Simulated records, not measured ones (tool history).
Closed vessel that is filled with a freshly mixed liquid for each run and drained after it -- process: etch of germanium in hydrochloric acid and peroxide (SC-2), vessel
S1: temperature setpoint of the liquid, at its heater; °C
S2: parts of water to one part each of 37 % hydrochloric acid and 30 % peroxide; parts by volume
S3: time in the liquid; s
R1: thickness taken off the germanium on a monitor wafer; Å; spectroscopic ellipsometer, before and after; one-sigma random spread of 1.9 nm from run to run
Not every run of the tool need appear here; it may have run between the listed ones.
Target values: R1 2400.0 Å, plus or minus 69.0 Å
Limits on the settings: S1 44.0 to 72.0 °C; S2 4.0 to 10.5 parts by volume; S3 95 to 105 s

run 1 hour=0.0 | S1=60.0 S2=5.5 S3=95 | R1=3697.3
run 2 hour=1.2 | S1=56.5 S2=5.5 S3=95 | R1=3295.9
run 3 hour=8.2 | S1=56.5 S2=4.0 S3=95 | R1=3358.1
run 4 hour=17.5 | S1=54.0 S2=4.0 S3=95 | R1=3067.6
run 5 hour=26.7 | S1=51.0 S2=4.0 S3=95 | R1=2815.2
run 6 hour=30.9 | S1=49.5 S2=4.0 S3=95 | R1=2650.1
run 7 hour=35.0 | S1=49.5 S2=4.0 S3=95 | R1=2691.9
run 8 hour=43.8 | S1=48.5 S2=4.0 S3=95 | R1=2589.8
run 9 hour=46.8 | S1=48.5 S2=4.0 S3=95 | R1=2610.4
run 10 hour=48.5 | S1=48.0 S2=4.0 S3=95 | R1=2523.3
run 11 hour=54.0 | S1=47.5 S2=4.0 S3=95 | R1=2495.4

Which of these 4 next moves meets every target?
run A hour=59.5 | S1=46.0 S2=4.5 S3=105 | R1=?
run B hour=59.5 | S1=46.5 S2=4.5 S3=95 | R1=?
run C hour=59.5 | S1=44.0 S2=4.0 S3=95 | R1=?
run D hour=59.5 | S1=49.0 S2=4.0 S3=95 | R1=?

move=A R1=2646.0
move=B R1=2434.0
move=C R1=2240.5
move=D R1=2644.3
A: lands further from the targets than the last run did
B: every result lands within tolerance
C: takes the biggest miss from the last run beyond its target
D: lands further from the targets than the last run did
The move that meets every target is B.
